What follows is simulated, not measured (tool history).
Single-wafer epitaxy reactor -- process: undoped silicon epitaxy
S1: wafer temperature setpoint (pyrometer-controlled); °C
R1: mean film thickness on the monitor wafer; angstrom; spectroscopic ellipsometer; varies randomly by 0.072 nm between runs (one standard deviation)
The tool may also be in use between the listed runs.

{"run": 1, "hour": 0.0, "S1": 650, "deposition time (s)": 157, "R1": 247.24}
{"run": 2, "hour": 5.0, "S1": 644, "deposition time (s)": 154, "R1": 211.75}
{"run": 3, "hour": 7.8, "S1": 649, "deposition time (s)": 154, "R1": 237.36}
{"run": 4, "hour": 12.9, "S1": 643, "deposition time (s)": 153, "R1": 207.88}
{"run": 5, "hour": 21.6, "S1": 637, "deposition time (s)": 153, "R1": 180.13}
{"run": 6, "hour": 29.2, "S1": 637, "deposition time (s)": 163, "R1": 192.18}
{"run": 7, "hour": 31.9, "S1": 637, "deposition time (s)": 163, "R1": 191.45}
{"run": 8, "hour": 38.5, "S1": 634, "deposition time (s)": 160, "R1": 176.16}
{"run": 9, "hour": 42.6, "S1": 632, "deposition time (s)": 158, "R1": 165.31}
{"run": 10, "hour": 48.9, "S1": 630, "deposition time (s)": 157, "R1": 158.09}

Run 11 is up next; what results do you expect?
{"run": 11, "hour": 57.8, "S1": 629, "deposition time (s)": 155, "R1": "?"}

{"run 11": {"R1": 152.8}}
